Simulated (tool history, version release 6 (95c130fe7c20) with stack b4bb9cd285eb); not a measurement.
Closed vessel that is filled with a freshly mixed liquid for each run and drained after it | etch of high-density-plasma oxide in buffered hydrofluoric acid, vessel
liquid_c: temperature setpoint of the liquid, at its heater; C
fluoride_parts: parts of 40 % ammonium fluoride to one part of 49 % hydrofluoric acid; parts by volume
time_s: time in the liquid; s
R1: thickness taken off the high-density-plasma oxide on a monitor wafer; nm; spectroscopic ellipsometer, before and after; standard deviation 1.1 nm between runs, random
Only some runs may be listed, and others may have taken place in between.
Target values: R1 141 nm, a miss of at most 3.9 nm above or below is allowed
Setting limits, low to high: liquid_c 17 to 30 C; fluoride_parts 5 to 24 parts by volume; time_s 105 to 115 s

{"run": 1, "hour": 0.0, "liquid_c": 22, "fluoride_parts": 14.5, "time_s": 105, "R1": 122.08}
{"run": 2, "hour": 6.2, "liquid_c": 22.5, "fluoride_parts": 14.5, "time_s": 105, "R1": 126.47}
{"run": 3, "hour": 7.5, "liquid_c": 20, "fluoride_parts": 14.5, "time_s": 105, "R1": 110.27}
{"run": 4, "hour": 15.3, "liquid_c": 21, "fluoride_parts": 14.5, "time_s": 105, "R1": 116.9}
{"run": 5, "hour": 23.2, "liquid_c": 22, "fluoride_parts": 14.5, "time_s": 105, "R1": 123.42}
{"run": 6, "hour": 28.9, "liquid_c": 20.5, "fluoride_parts": 14.5, "time_s": 105, "R1": 113.83}
{"run": 7, "hour": 32.0, "liquid_c": 20.5, "fluoride_parts": 14.5, "time_s": 105, "R1": 113.14}
{"run": 8, "hour": 36.4, "liquid_c": 21.5, "fluoride_parts": 14.5, "time_s": 105, "R1": 119.2}
{"run": 9, "hour": 44.6, "liquid_c": 22.5, "fluoride_parts": 14.5, "time_s": 105, "R1": 126.63}
{"run": 10, "hour": 53.2, "liquid_c": 23, "fluoride_parts": 14.5, "time_s": 105, "R1": 128.91}
{"run": 11, "hour": 61.2, "liquid_c": 25, "fluoride_parts": 14.5, "time_s": 105, "R1": 145.19}

Of the 5 settings listed for the next run, only one would bring every result within its allowed miss of target. Which one?
{"run": "A", "hour": 69.2, "liquid_c": 23, "fluoride_parts": 14, "time_s": 110, "R1": "?"}
{"run": "B", "hour": 69.2, "liquid_c": 23, "fluoride_parts": 13, "time_s": 110, "R1": "?"}
{"run": "C", "hour": 69.2, "liquid_c": 24, "fluoride_parts": 14, "time_s": 110, "R1": "?"}
{"run": "D", "hour": 69.2, "liquid_c": 24.5, "fluoride_parts": 13.5, "time_s": 105, "R1": "?"}
{"run": "E", "hour": 69.2, "liquid_c": 25, "fluoride_parts": 13.5, "time_s": 105, "R1": "?"}

move=A R1=139.16
move=B R1=149.62
move=C R1=146.99
move=D R1=149.4
move=E R1=153.52
A: each result inside its tolerance
B: lands further from the targets than the last run did
C: lands further from the targets than the last run did
D: lands further from the targets than the last run did
E: lands further from the targets than the last run did
Go with A: it meets all targets.
